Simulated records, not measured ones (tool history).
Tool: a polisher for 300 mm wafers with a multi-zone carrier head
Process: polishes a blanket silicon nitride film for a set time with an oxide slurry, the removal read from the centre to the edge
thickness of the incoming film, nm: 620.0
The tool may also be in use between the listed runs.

run  hour  flow of slurry (ml/min)  pressure of the head's centre zone  pressure of the head's middle zone  pressure of the head's edge zone  abrasive content of the slurry  polishing time (s)  film removed at the wafer's centre (angstrom)  film removed at mid-radius (angstrom)  film removed at the wafer's edge (angstrom)
  1   0.0                      145                                1.00                                1.00                              1.00                            1.00                  63                                         484.46                                 471.86                                       464.12
  2   5.0                      150                                1.00                                1.00                              1.03                            1.10                  66                                         536.75                                 529.02                                       520.51
  3  12.8                      150                                1.00                                1.00                              1.06                            1.10                  66                                         531.85                                 523.13                                       523.77
  4  13.3                      155                                1.00                                1.00                              1.08                            1.15                  68                                         566.36                                 552.25                                       565.43
  5  17.6                      155                                1.06                                1.00                              1.08                            1.15                  68                                         598.35                                 550.98                                       561.62
  6  21.9                      160                                1.05                                1.01                              1.10                            1.20                  70                                         637.34                                 578.33                                       599.71

Run 7 comes next. What will it give?
  7  23.6                      160                                0.96                                1.11                              1.18                            1.45                  83                                              ?                                      ?                                            ?

{"run 7": {"film removed at the wafer's centre (angstrom)": 737.8, "film removed at mid-radius (angstrom)": 775.17, "film removed at the wafer's edge (angstrom)": 786.6}}

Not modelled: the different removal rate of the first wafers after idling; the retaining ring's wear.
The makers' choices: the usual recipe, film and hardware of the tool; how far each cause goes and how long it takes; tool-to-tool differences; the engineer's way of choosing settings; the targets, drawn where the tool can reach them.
